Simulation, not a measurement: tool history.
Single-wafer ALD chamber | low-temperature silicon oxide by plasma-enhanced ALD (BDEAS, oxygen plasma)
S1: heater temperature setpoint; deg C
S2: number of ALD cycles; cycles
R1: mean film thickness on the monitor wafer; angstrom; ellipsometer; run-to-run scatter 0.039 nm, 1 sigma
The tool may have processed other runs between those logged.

run 1 day=0 | S1=85 S2=47 | R1=68.347
run 2 day=0.354 | S1=83 S2=48 | R1=69.956
run 3 day=0.521 | S1=83 S2=44 | R1=63.943
run 4 day=0.554 | S1=83 S2=49 | R1=70.662
run 5 day=0.75 | S1=83 S2=51 | R1=74.332
run 6 day=1.121 | S1=82 S2=52 | R1=75.801
run 7 day=1.342 | S1=82 S2=53 | R1=76.985

What will run 8 give?
run 8 day=1.496 | S1=82 S2=54 | R1=?

{"run 8": {"R1": 78.289}}

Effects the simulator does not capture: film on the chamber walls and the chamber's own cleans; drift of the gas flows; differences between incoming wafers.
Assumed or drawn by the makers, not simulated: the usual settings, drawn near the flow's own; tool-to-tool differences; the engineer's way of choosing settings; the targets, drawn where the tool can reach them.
